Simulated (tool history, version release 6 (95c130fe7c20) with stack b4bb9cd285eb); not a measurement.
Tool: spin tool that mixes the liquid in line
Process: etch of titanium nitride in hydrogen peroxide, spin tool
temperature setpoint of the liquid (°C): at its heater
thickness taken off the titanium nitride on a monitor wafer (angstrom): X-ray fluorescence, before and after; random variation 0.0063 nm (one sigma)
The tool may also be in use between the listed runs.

run,hour,temperature setpoint of the liquid (°C),concentration of hydrogen peroxide in the mixed liquid (% by weight),time under the liquid (s),thickness taken off the titanium nitride on a monitor wafer (angstrom)
1,0,45,25.5,60,11.348
2,5.1,42,25.5,60,9.1339
3,9.1,40,25.5,60,7.5824
4,12,39,25.5,60,7.0637
5,13.3,34.5,25.5,60,4.9572
6,21.9,39.5,25.5,60,7.3404
7,23.9,38.5,25.5,60,6.7248

The next listed run, before its measurement:
8,26.1,38,25.5,60,?

{"run 8": {"thickness taken off the titanium nitride on a monitor wafer (angstrom)": 6.6496}}

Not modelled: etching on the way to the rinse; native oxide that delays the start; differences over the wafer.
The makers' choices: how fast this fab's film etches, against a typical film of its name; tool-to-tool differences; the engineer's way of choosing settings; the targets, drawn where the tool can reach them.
